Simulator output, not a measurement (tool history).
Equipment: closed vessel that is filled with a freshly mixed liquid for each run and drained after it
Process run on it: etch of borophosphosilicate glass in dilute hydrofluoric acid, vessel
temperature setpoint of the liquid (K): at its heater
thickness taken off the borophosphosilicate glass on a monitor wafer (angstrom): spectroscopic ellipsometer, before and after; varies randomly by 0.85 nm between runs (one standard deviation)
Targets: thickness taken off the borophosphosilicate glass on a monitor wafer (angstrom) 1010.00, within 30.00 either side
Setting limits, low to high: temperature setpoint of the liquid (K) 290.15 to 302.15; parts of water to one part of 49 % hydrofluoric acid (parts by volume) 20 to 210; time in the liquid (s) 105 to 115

run	hour	temperature setpoint of the liquid (K)	parts of water to one part of 49 % hydrofluoric acid (parts by volume)	time in the liquid (s)	thickness taken off the borophosphosilicate glass on a monitor wafer (angstrom)
1	0.0	294.15	115	105	348.16
2	1.4	294.15	155	105	247.30
3	9.8	296.15	155	105	263.63
4	16.5	296.15	155	105	265.67
# hour 20.9: hydrofluoric acid flow meter replaced
5	20.9	298.15	115	105	446.78
6	25.0	299.65	95	105	583.44
7	26.9	300.65	80	105	741.89
8	30.4	301.15	75	105	803.36
9	37.0	301.65	70	105	880.71
10	44.5	301.65	65	105	957.21
11	50.7	302.15	60	105	1079.70
12	55.9	301.65	60	105	1058.00

Exercise: of the 4 proposed moves below, exactly one satisfies all targets within the stated allowed misses. Which move is it?
A	61.1	302.15	60	110	?
B	61.1	302.15	65	115	?
C	61.1	301.65	65	105	?
D	61.1	301.65	65	110	?

move	thickness taken off the borophosphosilicate glass on a monitor wafer (angstrom)
A	1108.50
B	1062.00
C	950.84
D	996.12
A: its largest miss is bigger than the last run's
B: its largest miss is bigger than the last run's
C: takes the result that was furthest off past its target
D: every result lands within tolerance
D is the move that brings every result within its allowed miss.

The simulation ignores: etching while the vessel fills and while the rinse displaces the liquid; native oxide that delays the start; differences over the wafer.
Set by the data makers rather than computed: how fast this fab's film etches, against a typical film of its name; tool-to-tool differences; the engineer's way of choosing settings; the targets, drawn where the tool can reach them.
